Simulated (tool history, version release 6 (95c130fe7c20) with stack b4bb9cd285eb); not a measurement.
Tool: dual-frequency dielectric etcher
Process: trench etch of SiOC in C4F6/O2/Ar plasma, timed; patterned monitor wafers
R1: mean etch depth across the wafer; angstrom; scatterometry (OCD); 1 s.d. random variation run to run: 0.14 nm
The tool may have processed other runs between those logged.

Run 1, hour 0.0: source power (W) 310, bias power (W) 154, etch time (s) 16.0. Result: R1 278.86 angstrom.
Run 2, hour 8.9: source power (W) 340, bias power (W) 158, etch time (s) 16.0. Result: R1 298.39 angstrom.
Run 3, hour 17.6: source power (W) 360, bias power (W) 159, etch time (s) 16.0. Result: R1 308.86 angstrom.
Run 4, hour 18.6: source power (W) 360, bias power (W) 159, etch time (s) 16.5. Result: R1 318.16 angstrom.
Run 5, hour 20.8: source power (W) 370, bias power (W) 159, etch time (s) 16.5. Result: R1 324.87 angstrom.
Run 6, hour 24.5: source power (W) 370, bias power (W) 146, etch time (s) 16.5. Result: R1 312.85 angstrom.
Run 7, hour 25.5: source power (W) 380, bias power (W) 146, etch time (s) 16.5. Result: R1 316.85 angstrom.
Run 8, hour 32.3: source power (W) 390, bias power (W) 146, etch time (s) 16.5. Result: R1 319.74 angstrom.

Run 9, settings as shown, results not yet in. Your forecast:
Run 9, hour 37.3: source power (W) 400, bias power (W) 146, etch time (s) 16.5. Result: R1 ?.

{"run 9": {"R1": 327.52}}

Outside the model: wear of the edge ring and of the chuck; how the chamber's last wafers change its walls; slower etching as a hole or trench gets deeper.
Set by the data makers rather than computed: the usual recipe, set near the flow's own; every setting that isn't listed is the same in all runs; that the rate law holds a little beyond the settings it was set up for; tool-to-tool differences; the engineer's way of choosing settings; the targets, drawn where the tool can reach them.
